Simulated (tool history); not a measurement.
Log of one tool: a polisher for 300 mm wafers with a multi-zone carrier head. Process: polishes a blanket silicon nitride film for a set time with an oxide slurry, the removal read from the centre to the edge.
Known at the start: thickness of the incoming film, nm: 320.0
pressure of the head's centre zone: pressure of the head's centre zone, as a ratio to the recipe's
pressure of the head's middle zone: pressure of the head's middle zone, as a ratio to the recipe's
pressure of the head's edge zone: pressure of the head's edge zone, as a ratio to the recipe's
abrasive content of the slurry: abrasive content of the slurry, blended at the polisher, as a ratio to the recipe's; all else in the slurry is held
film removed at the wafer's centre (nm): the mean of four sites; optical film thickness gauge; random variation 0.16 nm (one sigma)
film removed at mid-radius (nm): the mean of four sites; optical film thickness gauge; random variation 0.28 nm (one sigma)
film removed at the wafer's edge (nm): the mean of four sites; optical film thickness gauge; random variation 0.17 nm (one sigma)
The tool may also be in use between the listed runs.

run	day	flow of slurry (ml/min)	pressure of the head's centre zone	pressure of the head's middle zone	pressure of the head's edge zone	abrasive content of the slurry	polishing time (s)	film removed at the wafer's centre (nm)	film removed at mid-radius (nm)	film removed at the wafer's edge (nm)
1	0	220	1	1	1	1	51	28.463	28.604	27.174
2	0.138	210	0.98	0.99	0.97	1	51	27.881	27.791	26.743
3	0.433	210	0.92	0.99	0.97	1	51	25.99	28.04	27.464
4	0.712	205	0.92	0.99	0.94	0.95	51	25.038	27.039	26.207
5	0.767	200	0.92	0.99	0.92	0.95	51	24.637	27.278	25.31
6	0.967	200	0.92	0.99	0.85	0.95	51	25.182	27.124	25.046
7	1.008	190	0.92	0.99	0.84	0.95	51	24.631	26.534	24.726
8	1.242	185	0.92	0.99	0.83	0.95	51	24.601	26.235	24.558

The next listed run, before its measurement:
9	1.45	180	0.92	0.99	0.83	0.95	51	?	?	?

Run 9 gave film removed at the wafer's centre (nm) 24.431, film removed at mid-radius (nm) 27.081, film removed at the wafer's edge (nm) 24.366.
